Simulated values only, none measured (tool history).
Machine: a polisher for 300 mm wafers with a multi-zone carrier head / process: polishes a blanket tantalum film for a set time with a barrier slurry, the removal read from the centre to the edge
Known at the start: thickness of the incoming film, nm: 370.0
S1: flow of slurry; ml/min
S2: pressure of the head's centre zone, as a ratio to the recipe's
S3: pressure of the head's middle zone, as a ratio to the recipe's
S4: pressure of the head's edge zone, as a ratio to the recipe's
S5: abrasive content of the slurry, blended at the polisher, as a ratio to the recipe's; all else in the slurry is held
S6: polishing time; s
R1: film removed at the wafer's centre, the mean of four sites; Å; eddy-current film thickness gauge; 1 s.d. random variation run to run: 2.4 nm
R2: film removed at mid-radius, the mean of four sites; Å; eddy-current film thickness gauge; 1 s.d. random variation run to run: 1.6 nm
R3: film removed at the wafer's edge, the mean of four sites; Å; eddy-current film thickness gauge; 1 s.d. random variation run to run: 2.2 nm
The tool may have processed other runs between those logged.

Run 1, day 0: S1 295 ml/min, S2 1, S3 1, S4 1, S5 1, S6 51 s. Result: R1 1085.5 Å, R2 1118 Å, R3 1072.4 Å.
Run 2, day 0.179: S1 300 ml/min, S2 1.03, S3 0.99, S4 1.02, S5 1.1, S6 53 s. Result: R1 1233.3 Å, R2 1160.3 Å, R3 1202.8 Å.
Run 3, day 0.421: S1 305 ml/min, S2 1.05, S3 1.02, S4 1.03, S5 1.15, S6 54 s. Result: R1 1279.3 Å, R2 1231.3 Å, R3 1237.7 Å.
Run 4, day 0.625: S1 305 ml/min, S2 1.05, S3 1.02, S4 1.03, S5 1.05, S6 54 s. Result: R1 1253.1 Å, R2 1211.9 Å, R3 1228.3 Å.
Run 5, day 0.646: S1 310 ml/min, S2 1.07, S3 1.03, S4 1.03, S5 1.1, S6 55 s. Result: R1 1333.1 Å, R2 1265.5 Å, R3 1253.8 Å.
Run 6, day 0.971: S1 370 ml/min, S2 1.07, S3 1.03, S4 1.03, S5 1.1, S6 55 s. Result: R1 1346.6 Å, R2 1283.1 Å, R3 1233.3 Å.

Expected results for the next run?
Run 7, day 1.138: S1 365 ml/min, S2 1.09, S3 1.03, S4 1.04, S5 1.15, S6 56 s. Result: R1 ?, R2 ?, R3 ?.

R1: 1411.6 Å
R2: 1317.1 Å
R3: 1282.7 Å
